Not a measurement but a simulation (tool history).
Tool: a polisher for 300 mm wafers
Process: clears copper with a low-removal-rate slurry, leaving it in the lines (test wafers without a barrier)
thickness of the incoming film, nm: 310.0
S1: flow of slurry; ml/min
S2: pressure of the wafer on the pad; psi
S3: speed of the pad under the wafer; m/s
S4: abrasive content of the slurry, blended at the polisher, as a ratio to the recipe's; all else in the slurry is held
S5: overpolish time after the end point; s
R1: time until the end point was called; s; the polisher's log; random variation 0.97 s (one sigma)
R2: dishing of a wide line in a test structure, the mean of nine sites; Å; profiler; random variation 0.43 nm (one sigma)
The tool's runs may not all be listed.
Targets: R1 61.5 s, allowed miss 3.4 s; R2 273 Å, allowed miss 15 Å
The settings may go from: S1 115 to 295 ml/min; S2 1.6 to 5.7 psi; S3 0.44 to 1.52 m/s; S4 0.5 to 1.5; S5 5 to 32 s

Run 1, hour 0: S1 190 ml/min, S2 3.6 psi, S3 0.98 m/s, S4 1, S5 16 s. Result: R1 79.206 s, R2 421.13 Å.
Run 2, hour 6.4: S1 190 ml/min, S2 3.6 psi, S3 0.98 m/s, S4 1, S5 19 s. Result: R1 80.417 s, R2 495.96 Å.
Run 3, hour 11.2: S1 190 ml/min, S2 2.9 psi, S3 0.98 m/s, S4 1, S5 19 s. Result: R1 96.193 s, R2 426.39 Å.
Run 4, hour 12.2: S1 190 ml/min, S2 3.5 psi, S3 0.98 m/s, S4 1, S5 19 s. Result: R1 82.918 s, R2 481.08 Å.
Run 5, hour 20.9: S1 190 ml/min, S2 3.5 psi, S3 0.98 m/s, S4 1.15, S5 19 s. Result: R1 78.987 s, R2 498.79 Å.
Run 6, hour 28.5: S1 190 ml/min, S2 3.5 psi, S3 0.98 m/s, S4 1, S5 19 s. Result: R1 82.992 s, R2 475.38 Å.
Run 7, hour 35.7: S1 190 ml/min, S2 3.5 psi, S3 0.98 m/s, S4 1, S5 19 s. Result: R1 84.827 s, R2 477.32 Å.
Run 8, hour 40.9: S1 190 ml/min, S2 3.6 psi, S3 1 m/s, S4 1.05, S5 16 s. Result: R1 77.574 s, R2 424.41 Å.
Run 9, hour 49.9: S1 195 ml/min, S2 3.7 psi, S3 1 m/s, S4 1.05, S5 13 s. Result: R1 74.788 s, R2 371.51 Å.
Run 10, hour 58: S1 195 ml/min, S2 3.8 psi, S3 1 m/s, S4 1.05, S5 11 s. Result: R1 78.034 s, R2 331.8 Å.
Run 11, hour 63: S1 205 ml/min, S2 4 psi, S3 1.26 m/s, S4 1.1, S5 5 s. Result: R1 59.803 s, R2 218.57 Å.
Run 12, hour 70.3: S1 205 ml/min, S2 4.1 psi, S3 1.22 m/s, S4 1.1, S5 5 s. Result: R1 60.14 s, R2 210.92 Å.
Run 13, hour 73.5: S1 205 ml/min, S2 4.2 psi, S3 1.18 m/s, S4 1.1, S5 6 s. Result: R1 60.307 s, R2 248.68 Å.
Run 14, hour 80.5: S1 205 ml/min, S2 4.2 psi, S3 1.16 m/s, S4 1.1, S5 6 s. Result: R1 60.86 s, R2 245.16 Å.
Run 15, hour 85: S1 205 ml/min, S2 4.2 psi, S3 1.16 m/s, S4 1.1, S5 6 s. Result: R1 61.436 s, R2 239.62 Å.

5 next moves are on the table. One of them brings every result within its allowed miss. Which?
Run A, hour 89.5: S1 240 ml/min, S2 4 psi, S3 1.12 m/s, S4 1.4, S5 5 s. Result: R1 ?, R2 ?.
Run B, hour 89.5: S1 185 ml/min, S2 4.3 psi, S3 1.24 m/s, S4 0.95, S5 5 s. Result: R1 ?, R2 ?.
Run C, hour 89.5: S1 225 ml/min, S2 3.7 psi, S3 1.24 m/s, S4 1.15, S5 7 s. Result: R1 ?, R2 ?.
Run D, hour 89.5: S1 235 ml/min, S2 3.6 psi, S3 1.3 m/s, S4 1.15, S5 8 s. Result: R1 ?, R2 ?.
Run E, hour 89.5: S1 190 ml/min, S2 4.1 psi, S3 1.26 m/s, S4 1, S5 5 s. Result: R1 ?, R2 ?.

move      R1      R2
   A  58.405  208.95
   B  57.007   213.9
   C  60.353  273.42
   D  59.042  312.48
   E  57.639  211.57
A: further off than the last run
B: further off than the last run
C: meets every target
D: takes the result that was furthest off past its target
E: further off than the last run
Move C is the one to make.
